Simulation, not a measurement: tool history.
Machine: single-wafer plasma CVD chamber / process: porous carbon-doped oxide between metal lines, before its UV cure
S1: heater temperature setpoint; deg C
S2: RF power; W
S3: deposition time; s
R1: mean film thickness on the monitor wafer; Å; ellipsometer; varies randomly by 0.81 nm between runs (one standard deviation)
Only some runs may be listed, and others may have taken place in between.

{"run": 1, "hour": 0.0, "S1": 310, "S2": 435, "S3": 41.6, "R1": 1863.6}
{"run": 2, "hour": 2.2, "S1": 314, "S2": 415, "S3": 41.5, "R1": 1754.0}
{"run": 3, "hour": 7.3, "S1": 317, "S2": 400, "S3": 41.4, "R1": 1658.9}
{"run": 4, "hour": 9.1, "S1": 317, "S2": 440, "S3": 41.4, "R1": 1822.5}
{"run": 5, "hour": 13.6, "S1": 317, "S2": 440, "S3": 41.6, "R1": 1813.9}
{"run": 6, "hour": 22.5, "S1": 317, "S2": 470, "S3": 41.6, "R1": 1939.2}
{"run": 7, "hour": 30.0, "S1": 319, "S2": 450, "S3": 41.5, "R1": 1857.2}
{"run": 8, "hour": 32.1, "S1": 321, "S2": 430, "S3": 41.4, "R1": 1750.8}
{"run": 9, "hour": 37.0, "S1": 333, "S2": 360, "S3": 40.9, "R1": 1366.5}

Run 10 comes next. What will it give?
{"run": 10, "hour": 38.7, "S1": 332, "S2": 360, "S3": 40.9, "R1": "?"}

{"run 10": {"R1": 1376.0}}

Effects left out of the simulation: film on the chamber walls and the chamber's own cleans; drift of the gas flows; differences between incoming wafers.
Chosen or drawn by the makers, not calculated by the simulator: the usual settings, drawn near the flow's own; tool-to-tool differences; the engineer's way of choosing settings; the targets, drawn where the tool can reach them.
